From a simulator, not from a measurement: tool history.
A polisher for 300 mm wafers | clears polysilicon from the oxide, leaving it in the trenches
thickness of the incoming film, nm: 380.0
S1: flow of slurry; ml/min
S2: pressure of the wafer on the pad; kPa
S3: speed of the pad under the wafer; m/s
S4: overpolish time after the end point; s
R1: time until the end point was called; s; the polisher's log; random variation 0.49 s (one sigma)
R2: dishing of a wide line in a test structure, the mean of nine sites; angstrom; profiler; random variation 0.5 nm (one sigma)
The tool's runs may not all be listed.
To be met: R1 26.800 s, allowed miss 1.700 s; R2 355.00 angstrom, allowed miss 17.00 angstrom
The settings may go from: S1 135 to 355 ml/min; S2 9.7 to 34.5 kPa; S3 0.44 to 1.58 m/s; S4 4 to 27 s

| run | day | S1 | S2 | S3 | S4 | R1 | R2 |
|---|---|---|---|---|---|---|---|
| 1 | 0.000 | 225 | 22.1 | 1.00 | 14 | 23.704 | 456.42 |
| 2 | 0.192 | 225 | 21.4 | 1.00 | 12 | 24.431 | 442.04 |
| 3 | 0.342 | 260 | 21.4 | 1.00 | 12 | 24.185 | 455.53 |
| 4 | 0.500 | 240 | 20.7 | 1.02 | 11 | 25.260 | 436.96 |
| 5 | 0.796 | 225 | 20.0 | 1.08 | 10 | 24.658 | 443.71 |
| 6 | 1.071 | 210 | 22.1 | 0.98 | 9 | 24.523 | 430.78 |
| 7 | 1.225 | 200 | 23.4 | 0.90 | 8 | 24.352 | 430.56 |
| 8 | 1.454 | 190 | 22.8 | 0.90 | 7 | 26.503 | 398.46 |
| 9 | 1.738 | 180 | 23.4 | 0.88 | 7 | 26.617 | 391.88 |
| 10 | 1.988 | 175 | 23.4 | 0.88 | 7 | 26.686 | 410.79 |
| 11 | 2.304 | 175 | 23.4 | 0.88 | 7 | 26.029 | 407.02 |
| 12 | 2.529 | 180 | 22.8 | 0.88 | 4 | 26.422 | 312.80 |

Which of these 5 next moves meets every target?
| A | 2.754 | 200 | 24.1 | 0.98 | 6 | ? | ? |
| B | 2.754 | 200 | 24.1 | 0.94 | 6 | ? | ? |
| C | 2.754 | 190 | 24.1 | 0.86 | 7 | ? | ? |
| D | 2.754 | 135 | 24.1 | 0.86 | 5 | ? | ? |
| E | 2.754 | 155 | 22.1 | 0.88 | 4 | ? | ? |

| move | R1 | R2 |
|---|---|---|
| A | 21.812 | 408.16 |
| B | 22.711 | 403.42 |
| C | 24.873 | 410.74 |
| D | 25.779 | 360.84 |
| E | 27.090 | 316.77 |
A: takes the result that was furthest off past its target
B: takes the result that was furthest off past its target
C: takes the result that was furthest off past its target
D: meets every target
E: nearer than the last run, and not there yet
The right move is D.

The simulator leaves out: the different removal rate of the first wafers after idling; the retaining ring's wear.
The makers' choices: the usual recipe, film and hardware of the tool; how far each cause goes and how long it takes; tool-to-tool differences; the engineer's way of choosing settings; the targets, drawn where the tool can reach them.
